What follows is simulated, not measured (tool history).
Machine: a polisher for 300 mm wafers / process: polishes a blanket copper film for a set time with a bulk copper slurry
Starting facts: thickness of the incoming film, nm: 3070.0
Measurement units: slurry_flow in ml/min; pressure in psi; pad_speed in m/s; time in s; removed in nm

run	hour	slurry_flow	pressure	pad_speed	slurry_solids	time	removed
1	0.0	155	1.9	1.38	1.0	40	384.19
2	5.1	165	2.0	1.38	1.0	40	405.63
3	11.0	165	2.0	1.62	1.0	40	471.71
4	16.3	170	2.1	1.62	1.0	40	497.88
5	20.7	170	2.5	1.62	1.0	40	586.42
6	29.2	185	2.5	1.62	1.0	40	595.76
7	30.3	180	2.5	1.62	1.0	40	590.87
8	31.0	175	2.5	1.62	1.0	40	597.54
9	37.1	175	2.4	1.62	1.0	40	569.05
# hour 41.3: slurry blender recalibrated
10	41.3	170	2.3	1.62	1.0	40	566.23
11	48.7	175	2.3	1.62	1.0	40	570.91
12	53.6	170	2.3	1.62	1.0	40	569.73
13	57.0	175	2.3	1.62	1.0	40	574.21

Predict the results of run 14:
14	65.1	170	2.3	1.62	1.0	40	?

{"run 14": {"removed": 572.06}}
